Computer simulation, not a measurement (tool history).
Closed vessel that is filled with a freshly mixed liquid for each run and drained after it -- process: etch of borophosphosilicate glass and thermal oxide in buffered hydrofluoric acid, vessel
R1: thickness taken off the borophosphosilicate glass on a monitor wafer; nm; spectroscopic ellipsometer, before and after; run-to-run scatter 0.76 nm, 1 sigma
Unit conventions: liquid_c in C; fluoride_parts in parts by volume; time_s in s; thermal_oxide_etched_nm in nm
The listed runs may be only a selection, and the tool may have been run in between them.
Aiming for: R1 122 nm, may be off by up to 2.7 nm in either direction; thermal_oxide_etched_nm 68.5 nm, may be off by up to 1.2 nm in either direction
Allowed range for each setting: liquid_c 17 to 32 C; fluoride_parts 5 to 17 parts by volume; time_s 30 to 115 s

{"run": 1, "hour": 0.0, "liquid_c": 24, "fluoride_parts": 10.5, "time_s": 60, "R1": 88.048, "thermal_oxide_etched_nm": 49.865}
{"run": 2, "hour": 4.2, "liquid_c": 21.5, "fluoride_parts": 10.5, "time_s": 60, "R1": 76.422, "thermal_oxide_etched_nm": 43.222}
{"run": 3, "hour": 13.2, "liquid_c": 21.5, "fluoride_parts": 10.5, "time_s": 75, "R1": 95.417, "thermal_oxide_etched_nm": 54.361}
{"run": 4, "hour": 18.5, "liquid_c": 22.5, "fluoride_parts": 10.5, "time_s": 75, "R1": 100.63, "thermal_oxide_etched_nm": 56.686}
{"run": 5, "hour": 21.1, "liquid_c": 23.5, "fluoride_parts": 10.5, "time_s": 75, "R1": 105.4, "thermal_oxide_etched_nm": 60.709}
{"run": 6, "hour": 28.8, "liquid_c": 23.5, "fluoride_parts": 10.5, "time_s": 95, "R1": 135.59, "thermal_oxide_etched_nm": 76.403}
{"run": 7, "hour": 29.6, "liquid_c": 23, "fluoride_parts": 10.5, "time_s": 95, "R1": 131.75, "thermal_oxide_etched_nm": 74.618}
{"run": 8, "hour": 37.9, "liquid_c": 22.5, "fluoride_parts": 10.5, "time_s": 95, "R1": 128.37, "thermal_oxide_etched_nm": 72.479}
{"run": 9, "hour": 38.9, "liquid_c": 22, "fluoride_parts": 10.5, "time_s": 95, "R1": 125.34, "thermal_oxide_etched_nm": 70.122}

4 candidate next runs follow, results not yet known. Just one meets every target within its allowed miss. Identify it.
{"run": "A", "hour": 39.9, "liquid_c": 17, "fluoride_parts": 9, "time_s": 115, "R1": "?", "thermal_oxide_etched_nm": "?"}
{"run": "B", "hour": 39.9, "liquid_c": 21.5, "fluoride_parts": 10.5, "time_s": 95, "R1": "?", "thermal_oxide_etched_nm": "?"}
{"run": "C", "hour": 39.9, "liquid_c": 25, "fluoride_parts": 10.5, "time_s": 85, "R1": "?", "thermal_oxide_etched_nm": "?"}
{"run": "D", "hour": 39.9, "liquid_c": 23, "fluoride_parts": 11, "time_s": 95, "R1": "?", "thermal_oxide_etched_nm": "?"}

move=A R1=128.19 thermal_oxide_etched_nm=72.078
move=B R1=121.13 thermal_oxide_etched_nm=68.444
move=C R1=131.01 thermal_oxide_etched_nm=74.187
move=D R1=125.59 thermal_oxide_etched_nm=71.053
A: further off than the last run
B: all results land within tolerance of their targets
C: further off than the last run
D: further off than the last run
Answer: B
